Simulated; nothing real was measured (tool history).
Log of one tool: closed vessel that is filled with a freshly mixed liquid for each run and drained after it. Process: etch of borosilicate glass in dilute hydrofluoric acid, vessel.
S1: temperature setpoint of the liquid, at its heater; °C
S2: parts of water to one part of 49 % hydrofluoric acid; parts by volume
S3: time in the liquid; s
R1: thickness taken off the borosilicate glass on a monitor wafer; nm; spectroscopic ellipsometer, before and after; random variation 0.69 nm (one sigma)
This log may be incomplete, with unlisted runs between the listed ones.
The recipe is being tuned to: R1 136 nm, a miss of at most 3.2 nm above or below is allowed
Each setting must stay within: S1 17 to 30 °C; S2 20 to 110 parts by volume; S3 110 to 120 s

run 1 hour=0 | S1=22 S2=60 S3=110 | R1=50.747
run 2 hour=7.3 | S1=22 S2=60 S3=120 | R1=54.797
run 3 hour=9.2 | S1=22 S2=45 S3=120 | R1=76.082
run 4 hour=13.9 | S1=22 S2=45 S3=120 | R1=74.976
run 5 hour=21.4 | S1=23.5 S2=45 S3=120 | R1=79.564
run 6 hour=22.4 | S1=23.5 S2=45 S3=110 | R1=73.713
run 7 hour=28 | S1=25 S2=40 S3=110 | R1=88.037
run 8 hour=36.5 | S1=26 S2=40 S3=110 | R1=91.758
-- hour=44.8 thermometer replaced
run 9 hour=44.8 | S1=27 S2=40 S3=110 | R1=87.367

Which one of the following 4 next-run settings gets every result inside its allowed miss? There is exactly one.
run A hour=53.1 | S1=26 S2=50 S3=110 | R1=?
run B hour=53.1 | S1=24.5 S2=65 S3=110 | R1=?
run C hour=53.1 | S1=29.5 S2=35 S3=120 | R1=?
run D hour=53.1 | S1=28.5 S2=30 S3=120 | R1=?

move=A R1=65.821
move=B R1=46.69
move=C R1=120.72
move=D R1=136.33
A: lands further from the targets than the last run did
B: lands further from the targets than the last run did
C: an improvement on the last run, though not all results are within tolerance
D: hits every target within its allowed miss
Go with D: it meets all targets.
